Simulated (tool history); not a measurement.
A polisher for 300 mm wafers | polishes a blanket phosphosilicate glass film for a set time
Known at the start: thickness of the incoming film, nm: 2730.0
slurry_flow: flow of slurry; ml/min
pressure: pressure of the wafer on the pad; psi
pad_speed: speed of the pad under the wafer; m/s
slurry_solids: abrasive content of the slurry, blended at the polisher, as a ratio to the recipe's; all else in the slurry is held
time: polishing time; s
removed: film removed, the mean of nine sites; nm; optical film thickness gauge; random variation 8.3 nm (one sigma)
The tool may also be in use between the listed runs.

Run 1, hour 0.0: slurry_flow 215 ml/min, pressure 2.9 psi, pad_speed 1.00 m/s, slurry_solids 1.0, time 101 s. Result: removed 711.09 nm.
Run 2, hour 3.2: slurry_flow 215 ml/min, pressure 2.4 psi, pad_speed 1.00 m/s, slurry_solids 1.0, time 101 s. Result: removed 603.04 nm.
Run 3, hour 9.8: slurry_flow 255 ml/min, pressure 2.4 psi, pad_speed 1.00 m/s, slurry_solids 1.0, time 101 s. Result: removed 616.84 nm.
Run 4, hour 16.4: slurry_flow 255 ml/min, pressure 2.6 psi, pad_speed 1.00 m/s, slurry_solids 1.0, time 101 s. Result: removed 660.63 nm.
Run 5, hour 21.7: slurry_flow 255 ml/min, pressure 2.8 psi, pad_speed 1.00 m/s, slurry_solids 1.0, time 101 s. Result: removed 711.25 nm.
Run 6, hour 30.3: slurry_flow 255 ml/min, pressure 2.3 psi, pad_speed 1.00 m/s, slurry_solids 1.0, time 101 s. Result: removed 598.48 nm.
Run 7, hour 37.2: slurry_flow 260 ml/min, pressure 2.6 psi, pad_speed 1.00 m/s, slurry_solids 1.0, time 101 s. Result: removed 672.29 nm.
Run 8, hour 43.5: slurry_flow 270 ml/min, pressure 2.8 psi, pad_speed 1.00 m/s, slurry_solids 1.0, time 101 s. Result: removed 712.03 nm.

Run 9 comes next. What will it give?
Run 9, hour 48.6: slurry_flow 270 ml/min, pressure 2.9 psi, pad_speed 1.00 m/s, slurry_solids 1.0, time 101 s. Result: removed ?.

{"run 9": {"removed": 730.84}}
